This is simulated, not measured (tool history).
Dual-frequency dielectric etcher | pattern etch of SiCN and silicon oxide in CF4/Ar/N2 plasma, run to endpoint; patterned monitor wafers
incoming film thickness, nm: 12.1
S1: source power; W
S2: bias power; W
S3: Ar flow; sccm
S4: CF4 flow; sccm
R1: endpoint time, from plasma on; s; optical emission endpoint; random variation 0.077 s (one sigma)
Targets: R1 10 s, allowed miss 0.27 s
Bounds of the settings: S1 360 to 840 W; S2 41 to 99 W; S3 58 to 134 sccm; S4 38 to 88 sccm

run  hour   S1  S2   S3  S4      R1
  1     0  600  70   96  63   10.88
  2   8.9  600  70  111  63  11.141
  3   9.8  600  58  111  63  12.141
  4  11.1  620  58  111  63  11.955
  5  15.9  620  48  111  63    12.9
  6  19.7  650  48  111  63  12.364
     26.7  -- source power generator calibrated
  7  26.7  670  48  111  63  12.447
  8  30.8  690  50  110  63  12.113
  9  32.4  710  52  109  63  11.412
 10  41.3  730  52  109  63  11.176
 11  46.2  750  52  109  63  10.794
 12  49.6  760  52  109  63  10.719

Which of these 4 next moves meets every target?
  A    53  710  60  119  64   ?
  B    53  730  47  105  50   ?
  C    53  800  41  120  66   ?
  D    53  810  54  108  65   ?

move      R1
   A   10.72
   B  12.005
   C  11.524
   D  9.8277
A: as far off as the last run
B: further off than the last run
C: further off than the last run
D: meets every target
The right move is D.
